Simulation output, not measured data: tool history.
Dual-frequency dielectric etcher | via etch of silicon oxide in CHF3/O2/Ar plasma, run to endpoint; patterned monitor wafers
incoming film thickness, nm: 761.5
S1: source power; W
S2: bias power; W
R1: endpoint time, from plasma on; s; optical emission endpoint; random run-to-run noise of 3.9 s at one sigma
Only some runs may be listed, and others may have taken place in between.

Run 1, hour 0: S1 590 W, S2 212 W. Result: R1 390.79 s.
Run 2, hour 6.1: S1 590 W, S2 231 W. Result: R1 379.86 s.
Run 3, hour 9.4: S1 630 W, S2 231 W. Result: R1 371.05 s.
Run 4, hour 10.2: S1 630 W, S2 255 W. Result: R1 359.96 s.
Run 5, hour 15: S1 630 W, S2 241 W. Result: R1 363.92 s.
Run 6, hour 16.8: S1 580 W, S2 227 W. Result: R1 381.69 s.

Run 7, settings as shown, results not yet in. Your forecast:
Run 7, hour 20.1: S1 540 W, S2 208 W. Result: R1 ?.

R1: 405.27 s

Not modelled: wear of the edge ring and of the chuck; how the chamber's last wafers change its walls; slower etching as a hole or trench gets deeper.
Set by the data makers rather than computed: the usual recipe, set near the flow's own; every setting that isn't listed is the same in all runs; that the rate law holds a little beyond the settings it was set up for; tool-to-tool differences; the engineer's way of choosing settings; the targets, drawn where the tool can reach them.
